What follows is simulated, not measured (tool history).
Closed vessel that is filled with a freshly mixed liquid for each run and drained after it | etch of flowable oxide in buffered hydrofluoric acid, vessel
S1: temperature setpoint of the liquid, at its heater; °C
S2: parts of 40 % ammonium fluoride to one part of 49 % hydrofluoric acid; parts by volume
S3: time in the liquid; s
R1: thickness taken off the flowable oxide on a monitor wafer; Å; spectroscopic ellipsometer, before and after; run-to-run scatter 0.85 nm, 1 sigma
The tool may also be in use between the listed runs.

| run | hour | S1 | S2 | S3 | R1 |
|---|---|---|---|---|---|
| 1 | 0 | 23 | 18 | 90 | 1188.9 |
| 2 | 3.2 | 22 | 18 | 90 | 1137.2 |
| 3 | 8.4 | 21 | 18 | 90 | 1080.7 |
| 4 | 10.5 | 24 | 18 | 90 | 1272.8 |
| 5 | 11.6 | 22.5 | 18 | 90 | 1168.4 |
| 6 | 14.8 | 21.5 | 18 | 90 | 1115.6 |
| 7 | 20.4 | 20.5 | 18 | 90 | 1064.6 |
| 8 | 28.6 | 20.5 | 18 | 90 | 1038.5 |
| 9 | 37.5 | 20 | 18 | 90 | 1018.4 |
| 10 | 40.7 | 19.5 | 18 | 90 | 991.43 |

Run 11 is up next; what results do you expect?
| 11 | 47.3 | 19 | 18 | 90 | ? |

R1: 974.54 Å
